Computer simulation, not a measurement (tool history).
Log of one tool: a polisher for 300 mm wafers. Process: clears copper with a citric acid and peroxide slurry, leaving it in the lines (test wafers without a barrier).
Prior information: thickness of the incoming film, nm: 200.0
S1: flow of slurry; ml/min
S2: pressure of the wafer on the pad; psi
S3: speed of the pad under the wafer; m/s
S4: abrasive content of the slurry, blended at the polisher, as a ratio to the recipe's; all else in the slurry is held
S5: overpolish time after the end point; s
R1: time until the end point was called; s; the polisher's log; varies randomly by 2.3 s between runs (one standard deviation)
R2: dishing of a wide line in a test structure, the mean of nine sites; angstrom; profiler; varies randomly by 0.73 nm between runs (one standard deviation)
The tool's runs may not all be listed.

{"run": 1, "day": 0.0, "S1": 295, "S2": 3.0, "S3": 1.04, "S4": 1.0, "S5": 28, "R1": 78.843, "R2": 394.59}
{"run": 2, "day": 0.371, "S1": 230, "S2": 3.0, "S3": 1.04, "S4": 1.0, "S5": 28, "R1": 82.276, "R2": 387.28}
{"run": 3, "day": 0.488, "S1": 230, "S2": 2.8, "S3": 1.02, "S4": 1.0, "S5": 31, "R1": 88.622, "R2": 381.76}
{"run": 4, "day": 0.625, "S1": 230, "S2": 3.2, "S3": 1.02, "S4": 1.0, "S5": 31, "R1": 81.696, "R2": 430.6}
{"run": 5, "day": 0.979, "S1": 230, "S2": 3.2, "S3": 1.2, "S4": 1.0, "S5": 31, "R1": 67.603, "R2": 451.29}
{"run": 6, "day": 1.125, "S1": 195, "S2": 3.2, "S3": 1.2, "S4": 1.0, "S5": 31, "R1": 68.883, "R2": 466.63}
{"run": 7, "day": 1.438, "S1": 195, "S2": 2.9, "S3": 1.16, "S4": 1.0, "S5": 34, "R1": 79.06, "R2": 455.85}
{"run": 8, "day": 1.75, "S1": 195, "S2": 2.6, "S3": 1.14, "S4": 1.0, "S5": 36, "R1": 84.792, "R2": 434.59}
{"run": 9, "day": 2.029, "S1": 195, "S2": 2.4, "S3": 1.1, "S4": 1.0, "S5": 38, "R1": 92.607, "R2": 420.3}
{"run": 10, "day": 2.129, "S1": 195, "S2": 2.2, "S3": 1.08, "S4": 1.0, "S5": 40, "R1": 101.69, "R2": 411.17}
{"run": 11, "day": 2.438, "S1": 195, "S2": 2.1, "S3": 1.06, "S4": 1.0, "S5": 41, "R1": 105.99, "R2": 404.89}

Run 12 has not been measured yet. What should we expect?
{"run": 12, "day": 2.758, "S1": 195, "S2": 1.4, "S3": 1.02, "S4": 1.0, "S5": 48, "R1": "?", "R2": "?"}

{"run 12": {"R1": 147.93, "R2": 353.23}}

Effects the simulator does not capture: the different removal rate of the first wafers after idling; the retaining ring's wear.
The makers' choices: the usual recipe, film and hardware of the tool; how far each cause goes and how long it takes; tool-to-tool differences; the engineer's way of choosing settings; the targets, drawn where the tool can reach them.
